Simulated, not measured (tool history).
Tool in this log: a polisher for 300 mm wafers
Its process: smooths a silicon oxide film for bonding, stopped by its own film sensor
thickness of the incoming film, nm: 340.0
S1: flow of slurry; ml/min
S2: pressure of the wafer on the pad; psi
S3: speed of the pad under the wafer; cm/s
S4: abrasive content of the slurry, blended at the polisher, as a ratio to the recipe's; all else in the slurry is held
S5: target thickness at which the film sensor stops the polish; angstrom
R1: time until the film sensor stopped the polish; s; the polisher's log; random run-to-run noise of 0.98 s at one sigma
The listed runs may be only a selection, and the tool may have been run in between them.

Run 1, day 0.000: S1 145 ml/min, S2 2.2 psi, S3 114 cm/s, S4 1.00, S5 2930 angstrom. Result: R1 49.714 s.
Run 2, day 0.129: S1 145 ml/min, S2 2.2 psi, S3 114 cm/s, S4 1.15, S5 2930 angstrom. Result: R1 45.626 s.
Run 3, day 0.488: S1 145 ml/min, S2 2.2 psi, S3 114 cm/s, S4 1.15, S5 2990 angstrom. Result: R1 39.767 s.
Run 4, day 0.762: S1 110 ml/min, S2 2.2 psi, S3 114 cm/s, S4 1.15, S5 2990 angstrom. Result: R1 41.748 s.
Run 5, day 1.067: S1 110 ml/min, S2 2.2 psi, S3 114 cm/s, S4 1.25, S5 2990 angstrom. Result: R1 40.187 s.
Run 6, day 1.358: S1 110 ml/min, S2 1.7 psi, S3 114 cm/s, S4 1.25, S5 2990 angstrom. Result: R1 53.305 s.
Run 7, day 1.608: S1 110 ml/min, S2 1.6 psi, S3 114 cm/s, S4 1.25, S5 2990 angstrom. Result: R1 54.309 s.
Run 8, day 1.688: S1 110 ml/min, S2 1.2 psi, S3 112 cm/s, S4 1.25, S5 2990 angstrom. Result: R1 71.534 s.

Run 9 comes next. What will it give?
Run 9, day 1.733: S1 110 ml/min, S2 1.3 psi, S3 112 cm/s, S4 1.25, S5 2990 angstrom. Result: R1 ?.

R1: 69.694 s

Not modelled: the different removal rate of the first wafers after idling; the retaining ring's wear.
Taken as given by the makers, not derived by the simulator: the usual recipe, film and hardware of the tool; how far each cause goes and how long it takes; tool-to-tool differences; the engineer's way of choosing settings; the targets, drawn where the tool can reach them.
